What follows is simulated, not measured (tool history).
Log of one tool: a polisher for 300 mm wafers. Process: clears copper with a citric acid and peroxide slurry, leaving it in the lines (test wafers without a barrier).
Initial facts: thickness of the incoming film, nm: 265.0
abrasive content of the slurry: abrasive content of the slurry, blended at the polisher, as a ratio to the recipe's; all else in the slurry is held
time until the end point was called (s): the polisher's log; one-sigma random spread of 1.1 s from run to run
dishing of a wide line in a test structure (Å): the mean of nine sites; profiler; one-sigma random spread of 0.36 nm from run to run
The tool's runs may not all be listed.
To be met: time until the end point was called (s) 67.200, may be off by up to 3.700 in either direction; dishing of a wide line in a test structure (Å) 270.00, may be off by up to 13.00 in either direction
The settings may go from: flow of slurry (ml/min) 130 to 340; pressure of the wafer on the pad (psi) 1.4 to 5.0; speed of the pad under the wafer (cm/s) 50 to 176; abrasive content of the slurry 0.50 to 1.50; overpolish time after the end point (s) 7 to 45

| run | hour | flow of slurry (ml/min) | pressure of the wafer on the pad (psi) | speed of the pad under the wafer (cm/s) | abrasive content of the slurry | overpolish time after the end point (s) | time until the end point was called (s) | dishing of a wide line in a test structure (Å) |
|---|---|---|---|---|---|---|---|---|
| 1 | 0.0 | 220 | 3.2 | 112 | 1.00 | 23 | 91.853 | 476.33 |
| 2 | 1.1 | 220 | 3.2 | 118 | 1.00 | 20 | 89.202 | 434.11 |
| 3 | 8.0 | 215 | 3.2 | 126 | 1.00 | 17 | 83.140 | 394.93 |
| 4 | 12.6 | 215 | 3.2 | 126 | 1.00 | 22 | 88.949 | 483.06 |
| 5 | 20.4 | 215 | 3.2 | 126 | 1.20 | 22 | 81.092 | 498.56 |
| 6 | 21.0 | 260 | 3.2 | 126 | 1.20 | 22 | 83.200 | 507.86 |
| 7 | 27.4 | 230 | 3.2 | 128 | 1.25 | 19 | 79.645 | 452.69 |
| 8 | 30.0 | 210 | 3.2 | 130 | 1.30 | 16 | 80.825 | 394.51 |
| 9 | 31.4 | 195 | 3.2 | 134 | 1.35 | 14 | 79.324 | 354.96 |
| 10 | 37.1 | 195 | 3.2 | 134 | 1.35 | 14 | 77.103 | 351.28 |
| 11 | 43.5 | 185 | 3.3 | 136 | 1.35 | 13 | 74.242 | 340.42 |
| 12 | 44.2 | 180 | 3.4 | 136 | 1.35 | 12 | 73.852 | 319.06 |
| 13 | 45.6 | 175 | 3.5 | 136 | 1.35 | 11 | 71.093 | 307.02 |
| 14 | 51.1 | 155 | 3.8 | 134 | 1.35 | 7 | 68.997 | 203.90 |
| 15 | 59.2 | 170 | 3.8 | 134 | 1.35 | 7 | 68.145 | 210.87 |
|  | 65.8 | slurry blender recalibrated |
| 16 | 65.8 | 175 | 3.7 | 136 | 1.35 | 7 | 62.436 | 230.21 |
| 17 | 69.3 | 145 | 3.5 | 136 | 1.35 | 14 | 67.819 | 402.11 |
| 18 | 70.7 | 170 | 3.6 | 134 | 1.35 | 14 | 64.670 | 412.42 |
| 19 | 76.5 | 170 | 3.6 | 134 | 1.35 | 14 | 64.546 | 411.57 |
| 20 | 80.7 | 190 | 3.7 | 132 | 1.30 | 14 | 63.397 | 427.08 |
| 21 | 84.9 | 195 | 3.7 | 130 | 1.25 | 13 | 64.215 | 389.18 |
| 22 | 90.2 | 200 | 3.7 | 130 | 1.25 | 12 | 65.156 | 369.50 |
| 23 | 98.2 | 195 | 3.7 | 130 | 1.25 | 11 | 63.199 | 337.47 |
| 24 | 102.4 | 190 | 3.7 | 130 | 1.25 | 11 | 64.290 | 340.26 |
| 25 | 109.0 | 190 | 3.7 | 130 | 1.25 | 10 | 64.139 | 307.25 |
| 26 | 113.1 | 185 | 3.7 | 130 | 1.25 | 10 | 65.330 | 302.75 |

Pick the move, out of 4, that brings all results within their allowed miss; only one does.
| A | 117.2 | 130 | 3.6 | 140 | 1.20 | 9 | ? | ? |
| B | 117.2 | 205 | 3.4 | 142 | 1.15 | 11 | ? | ? |
| C | 117.2 | 195 | 3.7 | 134 | 1.25 | 10 | ? | ? |
| D | 117.2 | 205 | 3.7 | 120 | 1.15 | 11 | ? | ? |

| move | time until the end point was called (s) | dishing of a wide line in a test structure (Å) |
|---|---|---|
| A | 70.050 | 274.29 |
| B | 67.514 | 340.51 |
| C | 64.434 | 326.67 |
| D | 70.045 | 330.24 |
A: every result lands within tolerance
B: moves away from the targets compared with the last run
C: moves away from the targets compared with the last run
D: moves away from the targets compared with the last run
Correct choice: A, which meets every target
